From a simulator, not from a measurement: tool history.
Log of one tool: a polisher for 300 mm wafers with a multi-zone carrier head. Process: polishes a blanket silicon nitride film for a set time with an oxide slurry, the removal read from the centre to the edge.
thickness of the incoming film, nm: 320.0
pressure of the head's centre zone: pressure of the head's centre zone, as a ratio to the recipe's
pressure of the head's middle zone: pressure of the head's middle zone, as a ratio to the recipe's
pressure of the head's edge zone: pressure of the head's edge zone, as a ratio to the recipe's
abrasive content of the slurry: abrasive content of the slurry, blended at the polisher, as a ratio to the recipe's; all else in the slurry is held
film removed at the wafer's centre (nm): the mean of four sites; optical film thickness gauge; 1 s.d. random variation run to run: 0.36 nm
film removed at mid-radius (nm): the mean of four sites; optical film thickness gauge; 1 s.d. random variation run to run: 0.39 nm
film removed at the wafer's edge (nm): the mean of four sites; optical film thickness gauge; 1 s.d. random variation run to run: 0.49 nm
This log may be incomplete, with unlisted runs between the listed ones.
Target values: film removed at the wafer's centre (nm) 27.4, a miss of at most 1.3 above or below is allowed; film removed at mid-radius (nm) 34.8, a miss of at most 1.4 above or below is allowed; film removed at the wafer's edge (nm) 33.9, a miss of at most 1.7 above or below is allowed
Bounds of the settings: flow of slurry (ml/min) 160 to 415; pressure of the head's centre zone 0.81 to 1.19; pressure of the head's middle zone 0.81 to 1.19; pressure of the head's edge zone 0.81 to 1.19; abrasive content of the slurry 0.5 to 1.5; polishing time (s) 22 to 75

run	day	flow of slurry (ml/min)	pressure of the head's centre zone	pressure of the head's middle zone	pressure of the head's edge zone	abrasive content of the slurry	polishing time (s)	film removed at the wafer's centre (nm)	film removed at mid-radius (nm)	film removed at the wafer's edge (nm)
1	0	265	1	1	1	1	48	34.905	36.231	38.317
2	0.075	265	1	1	1.08	1	48	34.753	34.285	40.143
3	0.354	260	0.96	1.02	1.05	0.95	48	31.772	35.121	37.912
4	0.512	260	0.96	1.06	1.05	0.95	48	31.764	36.683	38.404
5	0.796	260	0.96	1.12	1.05	0.95	48	32.988	37.959	38.609
6	1.004	260	0.96	1.12	1.05	1.15	48	33.899	39.767	40.65
7	1.362	255	0.94	1.1	1.03	1.05	48	32.562	38.843	39.252
8	1.658	255	0.92	1.09	1.02	0.95	48	31.339	37.239	37.329
9	1.696	250	0.89	1.08	1.01	0.9	48	29.246	36.418	36.186
10	1.721	245	0.88	1.07	1	0.85	48	28.257	35.232	36.208

Next run, 5 choices. One meets every target within its allowed miss, the rest don't. Which?
A	1.746	200	0.82	1.01	1.03	0.95	50	?	?	?
B	1.746	245	0.91	1.15	1.03	0.9	44	?	?	?
C	1.746	275	0.91	1.05	1.02	0.9	51	?	?	?
D	1.746	250	0.81	1.08	0.97	0.7	56	?	?	?
E	1.746	230	0.82	1.06	1.02	0.8	52	?	?	?

move	film removed at the wafer's centre (nm)	film removed at mid-radius (nm)	film removed at the wafer's edge (nm)
A	27.392	35.059	39.138
B	26.995	34.606	34.317
C	31.695	37.566	40.027
D	27.774	37.974	38.687
E	27.218	36.212	38.434
A: lands further from the targets than the last run did
B: hits every target within its allowed miss
C: lands further from the targets than the last run did
D: lands further from the targets than the last run did
E: lands further from the targets than the last run did
Answer: B

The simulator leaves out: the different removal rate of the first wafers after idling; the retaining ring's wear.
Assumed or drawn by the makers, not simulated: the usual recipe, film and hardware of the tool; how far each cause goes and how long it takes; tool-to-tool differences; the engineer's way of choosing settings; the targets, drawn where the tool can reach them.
